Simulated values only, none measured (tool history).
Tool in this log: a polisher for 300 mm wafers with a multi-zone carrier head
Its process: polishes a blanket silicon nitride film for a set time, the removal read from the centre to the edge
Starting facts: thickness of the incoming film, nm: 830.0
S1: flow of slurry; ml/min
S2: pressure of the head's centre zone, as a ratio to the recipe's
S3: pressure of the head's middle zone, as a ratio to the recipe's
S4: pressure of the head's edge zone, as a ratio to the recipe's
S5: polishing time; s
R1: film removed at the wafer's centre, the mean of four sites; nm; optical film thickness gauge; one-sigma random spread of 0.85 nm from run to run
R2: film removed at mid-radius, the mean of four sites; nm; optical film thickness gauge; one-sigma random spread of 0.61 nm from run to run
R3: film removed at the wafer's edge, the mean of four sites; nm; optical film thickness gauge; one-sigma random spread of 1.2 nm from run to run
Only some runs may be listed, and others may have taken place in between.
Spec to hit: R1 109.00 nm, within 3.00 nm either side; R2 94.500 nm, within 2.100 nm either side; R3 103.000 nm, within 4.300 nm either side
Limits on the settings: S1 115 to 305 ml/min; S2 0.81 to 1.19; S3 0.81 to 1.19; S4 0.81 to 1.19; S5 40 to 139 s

run,hour,S1,S2,S3,S4,S5,R1,R2,R3
1,0.0,195,1.00,1.00,1.00,89,141.72,140.840,142.180
2,5.3,195,1.00,0.95,1.00,89,142.14,133.760,140.230
3,7.7,190,0.99,0.93,0.98,87,137.32,129.280,138.600
4,15.7,190,0.99,0.93,0.98,69,107.19,103.040,110.440
5,23.9,190,0.99,0.99,0.98,69,108.16,107.260,111.670
6,32.9,190,0.99,0.99,0.98,89,138.38,139.160,139.790
7,34.3,185,1.00,0.97,0.96,86,135.69,132.200,134.400
8,36.1,185,1.00,0.95,0.95,83,130.26,125.450,126.710
9,43.7,180,1.00,0.93,0.94,81,127.67,118.740,124.600
10,44.8,175,1.00,0.92,0.92,79,123.10,114.660,117.350
11,51.3,170,1.00,0.90,0.91,78,120.33,110.480,115.970
12,52.8,165,1.00,0.89,0.90,77,119.60,108.220,116.520
13,61.0,165,1.00,0.88,0.89,76,118.40,106.820,113.980
14,68.5,160,1.00,0.87,0.88,75,116.76,102.540,112.830
# hour 76.2: worn pad replaced by a new one
15,76.2,160,1.00,0.87,0.87,74,121.74,109.340,116.970
16,80.1,160,1.01,0.88,0.88,73,121.23,109.390,115.910
17,82.0,170,1.00,0.87,0.87,73,123.62,107.430,116.800
18,87.3,130,0.98,0.84,0.81,65,101.83,91.779,97.798
19,93.0,135,0.98,0.84,0.81,65,102.76,91.697,98.866
20,95.8,140,0.98,0.84,0.81,65,103.54,91.171,97.931
21,96.7,145,0.98,0.84,0.81,65,104.00,91.945,99.801
22,99.4,150,0.98,0.84,0.81,65,104.90,92.369,99.242

4 candidate next runs follow, results not yet known. Just one meets every target within its allowed miss. Identify it.
A,102.1,125,1.04,0.88,0.89,66,?,?,?
B,102.1,145,1.06,0.89,0.81,68,?,?,?
C,102.1,150,0.99,0.81,0.87,65,?,?,?
D,102.1,260,1.08,0.93,0.81,60,?,?,?

move,R1,R2,R3
A,109.31,94.922,103.380
B,117.61,100.840,103.680
C,105.44,89.663,102.750
D,114.31,98.929,96.242
A: hits every target within its allowed miss
B: pushes the last run's worst result past its target
C: its largest miss is bigger than the last run's
D: pushes the last run's worst result past its target
Correct choice: A, which meets every target
